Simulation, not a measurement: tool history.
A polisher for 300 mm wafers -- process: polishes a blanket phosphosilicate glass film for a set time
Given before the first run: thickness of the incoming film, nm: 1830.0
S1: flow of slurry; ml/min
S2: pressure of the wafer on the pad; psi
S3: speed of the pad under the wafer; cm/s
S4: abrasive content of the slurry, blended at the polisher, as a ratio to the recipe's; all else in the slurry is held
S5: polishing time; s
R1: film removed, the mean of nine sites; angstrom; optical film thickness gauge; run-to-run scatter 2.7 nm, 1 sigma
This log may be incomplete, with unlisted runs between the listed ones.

run	hour	S1	S2	S3	S4	S5	R1
1	0	230	2.7	106	1	37	2449.7
2	3.2	230	2.2	106	1	37	2173.3
3	10.4	230	2.2	106	1.15	37	2336.8
4	12.2	265	2.2	106	1.15	37	2371.9
5	17.6	265	2.2	106	1.25	37	2425.3
6	22.2	265	1.8	106	1.25	37	2172.2
7	27.9	265	1.7	104	1.25	37	2074.8

Expected results for the next run?
8	36.5	265	1.6	102	1.25	37	?

Run 8 gave R1 1981.1 angstrom.
